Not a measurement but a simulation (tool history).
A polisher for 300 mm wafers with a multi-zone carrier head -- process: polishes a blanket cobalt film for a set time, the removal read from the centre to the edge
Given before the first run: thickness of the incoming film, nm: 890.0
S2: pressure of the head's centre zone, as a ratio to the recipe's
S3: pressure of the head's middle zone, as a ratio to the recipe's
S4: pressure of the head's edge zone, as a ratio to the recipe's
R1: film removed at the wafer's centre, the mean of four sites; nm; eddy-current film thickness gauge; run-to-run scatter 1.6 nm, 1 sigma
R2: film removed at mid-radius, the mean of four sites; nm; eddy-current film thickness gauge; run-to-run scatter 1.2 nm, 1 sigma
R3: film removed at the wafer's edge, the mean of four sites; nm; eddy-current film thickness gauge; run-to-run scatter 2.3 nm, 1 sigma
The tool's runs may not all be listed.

{"run": 1, "day": 0.0, "flow of slurry (ml/min)": 135, "S2": 1, "S3": 1, "S4": 1, "polishing time (s)": 71, "R1": 307.83, "R2": 311.07, "R3": 304.34}
{"run": 2, "day": 0.238, "flow of slurry (ml/min)": 135, "S2": 1, "S3": 0.92, "S4": 1, "polishing time (s)": 71, "R1": 302.04, "R2": 291.52, "R3": 317.39}
{"run": 3, "day": 0.488, "flow of slurry (ml/min)": 115, "S2": 1, "S3": 0.92, "S4": 1, "polishing time (s)": 71, "R1": 286.56, "R2": 283.77, "R3": 302.46}
{"run": 4, "day": 0.758, "flow of slurry (ml/min)": 115, "S2": 1, "S3": 0.95, "S4": 1, "polishing time (s)": 71, "R1": 290.42, "R2": 287.13, "R3": 303.64}
{"run": 5, "day": 0.883, "flow of slurry (ml/min)": 145, "S2": 1, "S3": 0.95, "S4": 1, "polishing time (s)": 71, "R1": 307.51, "R2": 304.65, "R3": 315.93}
{"run": 6, "day": 1.025, "flow of slurry (ml/min)": 135, "S2": 0.98, "S3": 0.94, "S4": 0.99, "polishing time (s)": 65, "R1": 273.79, "R2": 271.87, "R3": 276.25}
{"run": 7, "day": 1.196, "flow of slurry (ml/min)": 130, "S2": 0.96, "S3": 0.92, "S4": 1, "polishing time (s)": 61, "R1": 244.57, "R2": 247.84, "R3": 269.13}
{"run": 8, "day": 1.488, "flow of slurry (ml/min)": 125, "S2": 0.95, "S3": 0.91, "S4": 0.98, "polishing time (s)": 57, "R1": 224.35, "R2": 228.97, "R3": 241.71}
{"run": 9, "day": 1.517, "flow of slurry (ml/min)": 120, "S2": 0.94, "S3": 0.9, "S4": 0.97, "polishing time (s)": 54, "R1": 210.84, "R2": 215.33, "R3": 225.04}

What does the tool deliver on the next run?
{"run": 10, "day": 1.717, "flow of slurry (ml/min)": 115, "S2": 0.93, "S3": 0.89, "S4": 0.97, "polishing time (s)": 52, "R1": "?", "R2": "?", "R3": "?"}

{"run 10": {"R1": 197.11, "R2": 200.65, "R3": 212.9}}

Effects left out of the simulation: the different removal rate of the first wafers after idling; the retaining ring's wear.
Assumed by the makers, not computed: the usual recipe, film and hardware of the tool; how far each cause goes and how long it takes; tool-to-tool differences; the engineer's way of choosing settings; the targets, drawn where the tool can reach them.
